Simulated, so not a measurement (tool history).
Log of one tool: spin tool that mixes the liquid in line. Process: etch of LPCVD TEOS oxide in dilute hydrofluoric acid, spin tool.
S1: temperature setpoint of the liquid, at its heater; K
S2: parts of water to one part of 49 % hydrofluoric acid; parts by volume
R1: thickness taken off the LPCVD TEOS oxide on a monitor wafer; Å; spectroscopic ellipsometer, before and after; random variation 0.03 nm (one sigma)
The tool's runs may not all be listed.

{"run": 1, "day": 0.0, "S1": 294.15, "S2": 195, "time under the liquid (s)": 95, "R1": 120.68}
{"run": 2, "day": 0.125, "S1": 293.15, "S2": 200, "time under the liquid (s)": 95, "R1": 111.9}
{"run": 3, "day": 0.421, "S1": 296.15, "S2": 200, "time under the liquid (s)": 95, "R1": 125.78}
{"run": 4, "day": 0.725, "S1": 296.15, "S2": 200, "time under the liquid (s)": 105, "R1": 138.49}
{"run": 5, "day": 1.038, "S1": 294.65, "S2": 210, "time under the liquid (s)": 105, "R1": 123.76}
{"day": 1.35, "done": "thermometer replaced"}
{"run": 6, "day": 1.35, "S1": 294.65, "S2": 210, "time under the liquid (s)": 105, "R1": 116.15}
{"run": 7, "day": 1.558, "S1": 293.15, "S2": 210, "time under the liquid (s)": 105, "R1": 109.72}
{"run": 8, "day": 1.85, "S1": 292.15, "S2": 210, "time under the liquid (s)": 105, "R1": 105.33}
{"run": 9, "day": 1.921, "S1": 291.65, "S2": 210, "time under the liquid (s)": 105, "R1": 103.04}
{"run": 10, "day": 1.967, "S1": 291.15, "S2": 210, "time under the liquid (s)": 105, "R1": 101.38}
{"run": 11, "day": 2.325, "S1": 291.15, "S2": 210, "time under the liquid (s)": 105, "R1": 100.96}
{"run": 12, "day": 2.7, "S1": 290.65, "S2": 210, "time under the liquid (s)": 105, "R1": 99.387}

For run 13, what comes out?
{"run": 13, "day": 2.938, "S1": 290.15, "S2": 225, "time under the liquid (s)": 105, "R1": "?"}

Run 13 came out at R1 89.371 Å.

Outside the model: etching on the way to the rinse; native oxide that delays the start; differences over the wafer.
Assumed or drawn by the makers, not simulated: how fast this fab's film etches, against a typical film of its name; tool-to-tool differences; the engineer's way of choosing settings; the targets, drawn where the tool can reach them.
